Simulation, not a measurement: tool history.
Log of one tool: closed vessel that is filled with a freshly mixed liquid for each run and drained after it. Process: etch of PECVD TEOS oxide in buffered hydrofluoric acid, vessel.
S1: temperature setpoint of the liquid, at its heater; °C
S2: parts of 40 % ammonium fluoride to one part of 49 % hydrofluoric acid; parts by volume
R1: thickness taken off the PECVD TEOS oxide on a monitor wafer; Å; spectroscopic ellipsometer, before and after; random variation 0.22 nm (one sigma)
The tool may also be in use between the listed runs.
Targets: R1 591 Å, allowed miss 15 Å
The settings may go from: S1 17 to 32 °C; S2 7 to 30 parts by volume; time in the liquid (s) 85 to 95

run 1 hour=0 | S1=24 S2=20 time_in_the_liquid_(s)=85 | R1=791.68
run 2 hour=6.7 | S1=22.5 S2=20 time_in_the_liquid_(s)=85 | R1=737.88
run 3 hour=14.4 | S1=21.5 S2=20 time_in_the_liquid_(s)=85 | R1=697.24
run 4 hour=19.6 | S1=20.5 S2=20 time_in_the_liquid_(s)=85 | R1=655.34
run 5 hour=28 | S1=20.5 S2=16.5 time_in_the_liquid_(s)=85 | R1=790.22
run 6 hour=35.8 | S1=20.5 S2=16.5 time_in_the_liquid_(s)=85 | R1=793.95
run 7 hour=40.9 | S1=19.5 S2=17 time_in_the_liquid_(s)=85 | R1=728.7
run 8 hour=49.7 | S1=19 S2=17.5 time_in_the_liquid_(s)=85 | R1=689.5
-- hour=51.2 thermometer replaced
run 9 hour=51.2 | S1=18.5 S2=18 time_in_the_liquid_(s)=85 | R1=693.2

4 next moves are on the table. One of them brings every result within its allowed miss. Which?
run A hour=52.7 | S1=17 S2=13.5 time_in_the_liquid_(s)=85 | R1=?
run B hour=52.7 | S1=17.5 S2=21.5 time_in_the_liquid_(s)=95 | R1=?
run C hour=52.7 | S1=17 S2=21 time_in_the_liquid_(s)=90 | R1=?
run D hour=52.7 | S1=17 S2=21 time_in_the_liquid_(s)=85 | R1=?

move=A R1=837.64
move=B R1=621.95
move=C R1=581.99
move=D R1=549.66
A: further off than the last run
B: nearer than the last run, and not there yet
C: meets every target
D: takes the result that was furthest off past its target
Answer: C

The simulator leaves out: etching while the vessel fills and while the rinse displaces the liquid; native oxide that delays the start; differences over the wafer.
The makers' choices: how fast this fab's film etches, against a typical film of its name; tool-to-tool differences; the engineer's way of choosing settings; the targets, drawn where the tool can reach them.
